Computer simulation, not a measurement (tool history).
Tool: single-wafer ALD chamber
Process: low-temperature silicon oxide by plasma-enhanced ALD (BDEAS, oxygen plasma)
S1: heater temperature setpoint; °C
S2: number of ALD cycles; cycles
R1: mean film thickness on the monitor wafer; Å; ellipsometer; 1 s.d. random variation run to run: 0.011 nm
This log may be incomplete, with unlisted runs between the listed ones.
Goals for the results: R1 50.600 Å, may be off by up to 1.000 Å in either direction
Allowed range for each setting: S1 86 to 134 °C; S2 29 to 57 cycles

run	hour	S1	S2	R1
1	0.0	110	43	59.738
2	7.1	110	46	63.789
3	12.3	111	43	59.550
4	16.8	112	41	56.698
5	19.8	121	41	56.016
6	22.6	130	41	55.141
7	23.3	130	41	54.824
8	29.6	130	40	53.656
9	37.8	131	37	49.532

Exercise: of the 4 proposed moves below, exactly one satisfies all targets within the stated allowed misses. Which move is it?
A	46.0	132	36	?
B	46.0	133	36	?
C	46.0	124	37	?
D	46.0	134	36	?

move	R1
A	48.234
B	48.153
C	50.239
D	48.072
A: moves away from the targets compared with the last run
B: moves away from the targets compared with the last run
C: all results land within tolerance of their targets
D: moves away from the targets compared with the last run
C is the move that brings every result within its allowed miss.

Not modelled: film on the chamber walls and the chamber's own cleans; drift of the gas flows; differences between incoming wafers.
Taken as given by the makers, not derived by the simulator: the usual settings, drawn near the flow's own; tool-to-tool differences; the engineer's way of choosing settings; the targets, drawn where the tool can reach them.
